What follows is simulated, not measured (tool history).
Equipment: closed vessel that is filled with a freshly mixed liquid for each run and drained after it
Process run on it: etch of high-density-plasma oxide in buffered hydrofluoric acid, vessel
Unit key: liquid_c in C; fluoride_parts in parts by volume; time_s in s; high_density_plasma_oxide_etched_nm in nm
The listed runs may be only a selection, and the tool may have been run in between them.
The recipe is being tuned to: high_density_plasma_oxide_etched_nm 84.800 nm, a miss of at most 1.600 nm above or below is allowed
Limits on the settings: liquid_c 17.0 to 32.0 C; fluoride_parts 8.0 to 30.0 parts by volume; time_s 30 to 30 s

| run | hour | liquid_c | fluoride_parts | time_s | high_density_plasma_oxide_etched_nm |
|---|---|---|---|---|---|
| 1 | 0.0 | 24.0 | 22.5 | 30 | 34.828 |
| 2 | 1.4 | 24.0 | 22.5 | 30 | 34.935 |
| 3 | 7.4 | 25.5 | 20.0 | 30 | 41.023 |
| 4 | 9.8 | 25.5 | 20.0 | 30 | 41.461 |
| 5 | 12.5 | 26.5 | 18.5 | 30 | 46.649 |
| 6 | 15.1 | 26.5 | 18.5 | 30 | 47.319 |
| 7 | 15.6 | 27.5 | 17.5 | 30 | 52.243 |
| 8 | 22.3 | 31.5 | 10.5 | 30 | 106.190 |
| 9 | 25.5 | 31.0 | 10.5 | 30 | 103.700 |
| 10 | 31.3 | 30.5 | 10.5 | 30 | 100.520 |
| 11 | 33.3 | 30.0 | 10.5 | 30 | 97.235 |
| 12 | 34.8 | 29.5 | 10.5 | 30 | 95.194 |
| 13 | 41.9 | 29.0 | 10.5 | 30 | 92.096 |
| 14 | 46.6 | 28.0 | 10.5 | 30 | 87.760 |

4 candidate next runs follow, results not yet known. Just one meets every target within its allowed miss. Identify it.
| A | 51.3 | 29.0 | 11.5 | 30 | ? |
| B | 51.3 | 29.0 | 11.0 | 30 | ? |
| C | 51.3 | 26.0 | 9.0 | 30 | ? |
| D | 51.3 | 29.0 | 10.5 | 30 | ? |

| move | high_density_plasma_oxide_etched_nm |
|---|---|
| A | 86.045 |
| B | 89.854 |
| C | 89.767 |
| D | 94.014 |
A: all results in spec
B: moves away from the targets compared with the last run
C: moves away from the targets compared with the last run
D: moves away from the targets compared with the last run
So the answer is move A, the one that meets all the targets.
